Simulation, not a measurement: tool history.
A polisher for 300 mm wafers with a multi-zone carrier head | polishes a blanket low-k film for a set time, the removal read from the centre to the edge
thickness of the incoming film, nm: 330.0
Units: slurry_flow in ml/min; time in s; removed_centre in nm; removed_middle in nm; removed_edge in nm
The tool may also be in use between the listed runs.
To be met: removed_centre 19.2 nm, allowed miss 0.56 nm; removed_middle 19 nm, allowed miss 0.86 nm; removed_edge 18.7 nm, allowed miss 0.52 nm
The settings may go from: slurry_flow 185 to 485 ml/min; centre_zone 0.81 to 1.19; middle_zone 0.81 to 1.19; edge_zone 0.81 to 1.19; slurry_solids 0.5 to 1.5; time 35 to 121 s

| run | hour | slurry_flow | centre_zone | middle_zone | edge_zone | slurry_solids | time | removed_centre | removed_middle | removed_edge |
|---|---|---|---|---|---|---|---|---|---|---|
| 1 | 0 | 310 | 1 | 1 | 1 | 1 | 78 | 33.705 | 33.568 | 33.004 |
| 2 | 7.3 | 310 | 0.99 | 0.98 | 0.97 | 0.85 | 73 | 29.541 | 28.63 | 28.704 |
| 3 | 10.6 | 310 | 0.97 | 0.98 | 0.94 | 0.75 | 68 | 25.845 | 25.318 | 24.934 |
| 4 | 13.1 | 310 | 0.97 | 0.98 | 0.94 | 0.85 | 68 | 26.807 | 25.999 | 26.367 |
| 5 | 19.4 | 310 | 1.01 | 0.98 | 0.94 | 0.85 | 68 | 28.275 | 26.29 | 26.315 |
| 6 | 21.3 | 310 | 1.01 | 0.98 | 0.94 | 0.7 | 68 | 26.121 | 24.033 | 24.074 |
| 7 | 22.1 | 305 | 0.99 | 0.98 | 0.92 | 0.65 | 66 | 23.534 | 22.863 | 22.499 |
| 8 | 22.8 | 295 | 0.98 | 0.97 | 0.9 | 0.6 | 65 | 22.415 | 21.326 | 21.299 |
| 9 | 27.9 | 285 | 0.97 | 0.97 | 0.88 | 0.55 | 65 | 21.051 | 20.522 | 19.703 |
| 10 | 29.3 | 265 | 0.96 | 0.96 | 0.88 | 0.55 | 65 | 20.609 | 20.58 | 19.962 |
| 11 | 32.1 | 255 | 0.96 | 0.95 | 0.86 | 0.55 | 65 | 20.625 | 19.708 | 19.651 |
| 12 | 32.9 | 235 | 0.91 | 0.96 | 0.81 | 0.5 | 65 | 18.622 | 19.267 | 18.274 |
| 13 | 34.7 | 240 | 0.91 | 0.95 | 0.82 | 0.5 | 65 | 18.424 | 19.008 | 18.109 |
| 14 | 42.8 | 240 | 0.95 | 0.93 | 0.88 | 0.55 | 65 | 20.266 | 19.616 | 19.799 |
| 15 | 47.4 | 235 | 0.94 | 0.93 | 0.86 | 0.55 | 65 | 20.052 | 19.086 | 19.587 |
| 16 | 55.6 | 230 | 0.93 | 0.93 | 0.85 | 0.55 | 65 | 19.598 | 19.728 | 19.252 |
| 17 | 60.8 | 230 | 0.93 | 0.93 | 0.85 | 0.55 | 65 | 19.393 | 19.407 | 19.506 |

5 next moves are on the table. One of them brings every result within its allowed miss. Which?
| A | 66 | 270 | 0.98 | 1.13 | 0.81 | 0.5 | 61 | ? | ? | ? |
| B | 66 | 215 | 0.87 | 0.98 | 0.84 | 0.6 | 66 | ? | ? | ? |
| C | 66 | 185 | 0.98 | 0.91 | 0.89 | 0.6 | 58 | ? | ? | ? |
| D | 66 | 240 | 0.95 | 0.96 | 0.88 | 0.75 | 54 | ? | ? | ? |
| E | 66 | 185 | 1.03 | 0.97 | 0.88 | 0.55 | 64 | ? | ? | ? |

| move | removed_centre | removed_middle | removed_edge |
|---|---|---|---|
| A | 18.914 | 20.839 | 17.437 |
| B | 18.94 | 21.322 | 20.289 |
| C | 18.204 | 17.302 | 17.955 |
| D | 18.959 | 19.207 | 18.87 |
| E | 20.348 | 19.226 | 18.97 |
A: takes the result that was furthest off past its target
B: further off than the last run
C: takes the result that was furthest off past its target
D: meets every target
E: brings the result that was furthest off to its target, and leaves another outside
Move D is the one to make.
